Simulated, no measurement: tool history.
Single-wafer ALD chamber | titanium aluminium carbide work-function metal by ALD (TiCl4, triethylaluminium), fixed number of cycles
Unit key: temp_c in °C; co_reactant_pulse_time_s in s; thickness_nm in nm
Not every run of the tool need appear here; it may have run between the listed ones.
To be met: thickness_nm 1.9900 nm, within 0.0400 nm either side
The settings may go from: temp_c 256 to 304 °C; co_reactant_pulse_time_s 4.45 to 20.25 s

run  hour  temp_c  co_reactant_pulse_time_s  thickness_nm
  1   0.0     280                     12.35        1.8118
  2   1.0     289                     12.35        1.9023
  3   2.1     289                     11.02        1.8780
  4   6.6     291                     11.27        1.9049
  5   7.4     291                     13.40        1.9241
  6  10.2     291                     11.58        1.9090
  7  15.2     293                     11.74        1.9339
  8  17.6     294                     11.84        1.9375

Exactly one of the 4 candidate moves below puts every result within its allowed miss. Which one?
  A  20.0     299                     11.96             ?
  B  20.0     283                     11.33             ?
  C  20.0     289                     12.40             ?
  D  20.0     289                     12.90             ?

move  thickness_nm
   A        1.9848
   B        1.8266
   C        1.8945
   D        1.8988
A: meets every target
B: further off than the last run
C: further off than the last run
D: further off than the last run
The move that meets every target is A.
